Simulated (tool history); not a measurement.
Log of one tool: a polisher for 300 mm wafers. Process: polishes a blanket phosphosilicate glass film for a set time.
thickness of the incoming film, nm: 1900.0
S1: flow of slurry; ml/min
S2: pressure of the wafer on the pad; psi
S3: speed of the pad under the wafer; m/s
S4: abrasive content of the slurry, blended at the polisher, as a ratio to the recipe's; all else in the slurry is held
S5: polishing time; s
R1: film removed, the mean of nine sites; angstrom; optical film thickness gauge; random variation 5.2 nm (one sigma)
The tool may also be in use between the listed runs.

{"run": 1, "hour": 0.0, "S1": 315, "S2": 2.6, "S3": 1.2, "S4": 1, "S5": 88, "R1": 7136.5}
{"run": 2, "hour": 0.8, "S1": 315, "S2": 2.6, "S3": 1.2, "S4": 1.2, "S5": 88, "R1": 7709.5}
{"run": 3, "hour": 6.5, "S1": 315, "S2": 2.4, "S3": 1.2, "S4": 1.2, "S5": 88, "R1": 7271.7}
{"run": 4, "hour": 7.3, "S1": 315, "S2": 2.4, "S3": 1.08, "S4": 1.2, "S5": 88, "R1": 6724.7}
{"run": 5, "hour": 11.9, "S1": 315, "S2": 2, "S3": 1.08, "S4": 1.2, "S5": 88, "R1": 6081.6}
{"run": 6, "hour": 17.9, "S1": 315, "S2": 2, "S3": 1.08, "S4": 1.4, "S5": 88, "R1": 6544.3}

Run 7 comes next. What will it give?
{"run": 7, "hour": 21.7, "S1": 315, "S2": 1.9, "S3": 1.08, "S4": 1.4, "S5": 88, "R1": "?"}

Run 7 gave R1 6302.6 angstrom.
